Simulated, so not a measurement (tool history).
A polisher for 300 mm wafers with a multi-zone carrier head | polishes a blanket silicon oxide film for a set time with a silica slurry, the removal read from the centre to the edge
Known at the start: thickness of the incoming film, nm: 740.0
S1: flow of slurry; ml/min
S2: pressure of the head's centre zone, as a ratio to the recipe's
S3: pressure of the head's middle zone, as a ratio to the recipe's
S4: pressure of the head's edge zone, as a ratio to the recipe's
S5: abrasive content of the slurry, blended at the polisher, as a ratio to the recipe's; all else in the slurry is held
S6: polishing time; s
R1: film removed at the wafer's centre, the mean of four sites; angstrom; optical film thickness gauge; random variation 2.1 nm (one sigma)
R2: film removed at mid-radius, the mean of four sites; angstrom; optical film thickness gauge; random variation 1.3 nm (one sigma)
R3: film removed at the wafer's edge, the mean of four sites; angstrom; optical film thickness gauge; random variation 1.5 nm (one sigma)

{"run": 1, "hour": 0.0, "S1": 245, "S2": 1, "S3": 1, "S4": 1, "S5": 1, "S6": 55, "R1": 1450.2, "R2": 1466.3, "R3": 1440.6}
{"run": 2, "hour": 6.9, "S1": 245, "S2": 1, "S3": 1, "S4": 1, "S5": 1.1, "S6": 55, "R1": 1496.8, "R2": 1529.3, "R3": 1520.6}
{"run": 3, "hour": 13.4, "S1": 260, "S2": 1.03, "S3": 1.03, "S4": 1.01, "S5": 1.1, "S6": 55, "R1": 1599.6, "R2": 1576.9, "R3": 1501.1}
{"run": 4, "hour": 19.3, "S1": 260, "S2": 1.03, "S3": 1.03, "S4": 0.93, "S5": 1.1, "S6": 55, "R1": 1597.3, "R2": 1579.9, "R3": 1460.2}
{"run": 5, "hour": 24.8, "S1": 270, "S2": 1.04, "S3": 1.04, "S4": 0.96, "S5": 1.15, "S6": 55, "R1": 1599.4, "R2": 1621.3, "R3": 1494.9}
{"run": 6, "hour": 32.2, "S1": 265, "S2": 1.06, "S3": 1.05, "S4": 0.98, "S5": 1.2, "S6": 55, "R1": 1687.5, "R2": 1670.1, "R3": 1546.3}
{"run": 7, "hour": 35.1, "S1": 270, "S2": 1.07, "S3": 1.06, "S4": 1, "S5": 1.2, "S6": 55, "R1": 1672.8, "R2": 1672.5, "R3": 1548.7}
{"run": 8, "hour": 35.9, "S1": 275, "S2": 1.08, "S3": 1.06, "S4": 1.01, "S5": 1.25, "S6": 55, "R1": 1710.6, "R2": 1706.2, "R3": 1610.6}

What does the tool deliver on the next run?
{"run": 9, "hour": 38.6, "S1": 280, "S2": 1.09, "S3": 1.07, "S4": 1.01, "S5": 1.25, "S6": 55, "R1": "?", "R2": "?", "R3": "?"}

Logged for run 9: R1 1728.8 angstrom, R2 1702.5 angstrom, R3 1614.7 angstrom.

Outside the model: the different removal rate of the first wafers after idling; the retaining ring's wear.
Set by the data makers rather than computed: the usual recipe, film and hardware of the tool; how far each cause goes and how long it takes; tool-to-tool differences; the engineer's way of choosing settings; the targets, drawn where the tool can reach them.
